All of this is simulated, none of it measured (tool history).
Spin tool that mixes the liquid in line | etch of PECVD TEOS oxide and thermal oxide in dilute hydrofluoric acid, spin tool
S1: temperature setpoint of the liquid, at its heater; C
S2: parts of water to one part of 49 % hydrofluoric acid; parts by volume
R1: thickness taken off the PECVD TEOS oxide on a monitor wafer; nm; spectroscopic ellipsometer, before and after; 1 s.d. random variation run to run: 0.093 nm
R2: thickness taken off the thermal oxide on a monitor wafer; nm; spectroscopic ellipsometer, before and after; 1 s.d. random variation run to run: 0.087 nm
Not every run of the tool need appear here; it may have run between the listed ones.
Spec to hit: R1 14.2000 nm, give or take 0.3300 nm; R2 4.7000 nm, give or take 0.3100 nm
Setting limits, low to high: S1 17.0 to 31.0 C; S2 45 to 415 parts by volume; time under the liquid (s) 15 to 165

{"run": 1, "hour": 0.0, "S1": 23.0, "S2": 230, "time under the liquid (s)": 85, "R1": 4.3324, "R2": 1.479}
{"run": 2, "hour": 5.7, "S1": 23.0, "S2": 275, "time under the liquid (s)": 85, "R1": 3.4425, "R2": 1.1685}
{"run": 3, "hour": 7.5, "S1": 25.0, "S2": 220, "time under the liquid (s)": 85, "R1": 4.974, "R2": 1.5861}
{"run": 4, "hour": 13.8, "S1": 25.0, "S2": 270, "time under the liquid (s)": 85, "R1": 3.8316, "R2": 1.2625}
{"run": 5, "hour": 16.6, "S1": 25.0, "S2": 270, "time under the liquid (s)": 120, "R1": 5.3432, "R2": 1.7966}
{"run": 6, "hour": 23.7, "S1": 25.0, "S2": 270, "time under the liquid (s)": 150, "R1": 6.7306, "R2": 2.2111}
{"run": 7, "hour": 32.2, "S1": 26.0, "S2": 245, "time under the liquid (s)": 150, "R1": 7.9805, "R2": 2.5285}
{"run": 8, "hour": 39.6, "S1": 26.0, "S2": 215, "time under the liquid (s)": 150, "R1": 9.3613, "R2": 3.1338}
{"run": 9, "hour": 43.5, "S1": 27.0, "S2": 200, "time under the liquid (s)": 150, "R1": 10.442, "R2": 3.4635}
{"run": 10, "hour": 49.7, "S1": 28.0, "S2": 190, "time under the liquid (s)": 150, "R1": 11.607, "R2": 3.8653}
{"run": 11, "hour": 56.0, "S1": 28.5, "S2": 185, "time under the liquid (s)": 150, "R1": 12.297, "R2": 4.0009}
{"run": 12, "hour": 63.4, "S1": 29.0, "S2": 180, "time under the liquid (s)": 150, "R1": 12.973, "R2": 4.1997}
{"run": 13, "hour": 71.9, "S1": 29.5, "S2": 180, "time under the liquid (s)": 150, "R1": 13.097, "R2": 4.3827}
{"run": 14, "hour": 80.5, "S1": 30.0, "S2": 180, "time under the liquid (s)": 150, "R1": 13.305, "R2": 4.4561}

Of the 4 settings listed for the next run, only one would bring every result within its allowed miss of target. Which one?
{"run": "A", "hour": 89.1, "S1": 30.0, "S2": 110, "time under the liquid (s)": 85, "R1": "?", "R2": "?"}
{"run": "B", "hour": 89.1, "S1": 28.5, "S2": 150, "time under the liquid (s)": 135, "R1": "?", "R2": "?"}
{"run": "C", "hour": 89.1, "S1": 23.5, "S2": 155, "time under the liquid (s)": 155, "R1": "?", "R2": "?"}
{"run": "D", "hour": 89.1, "S1": 29.5, "S2": 200, "time under the liquid (s)": 165, "R1": "?", "R2": "?"}

move=A R1=13.6500 R2=4.5190
move=B R1=14.2670 R2=4.7230
move=C R1=13.0700 R2=4.3270
move=D R1=12.7380 R2=4.2168
A: nearer than the last run, and not there yet
B: every result lands within tolerance
C: its largest miss is bigger than the last run's
D: its largest miss is bigger than the last run's
B is the move that brings every result within its allowed miss.
